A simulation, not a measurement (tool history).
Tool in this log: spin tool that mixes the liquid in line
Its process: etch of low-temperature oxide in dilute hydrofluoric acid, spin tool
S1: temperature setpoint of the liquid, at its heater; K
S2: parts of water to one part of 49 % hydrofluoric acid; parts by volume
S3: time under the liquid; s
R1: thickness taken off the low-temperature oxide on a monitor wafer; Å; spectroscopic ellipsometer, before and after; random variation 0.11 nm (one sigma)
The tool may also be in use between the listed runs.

run 1 hour=0.0 | S1=296.15 S2=255 S3=275 | R1=147.390
run 2 hour=4.0 | S1=296.15 S2=295 S3=275 | R1=124.250
run 3 hour=10.6 | S1=296.15 S2=380 S3=275 | R1=87.689
run 4 hour=13.4 | S1=296.15 S2=380 S3=295 | R1=94.366
run 5 hour=18.3 | S1=297.15 S2=380 S3=295 | R1=100.080
-- hour=24.0 thermometer replaced
run 6 hour=24.0 | S1=297.15 S2=380 S3=295 | R1=105.600
run 7 hour=31.5 | S1=297.65 S2=380 S3=295 | R1=107.480

Predict the results of run 8:
run 8 hour=35.2 | S1=298.15 S2=380 S3=295 | R1=?

Run 8 yielded R1 109.320 Å.
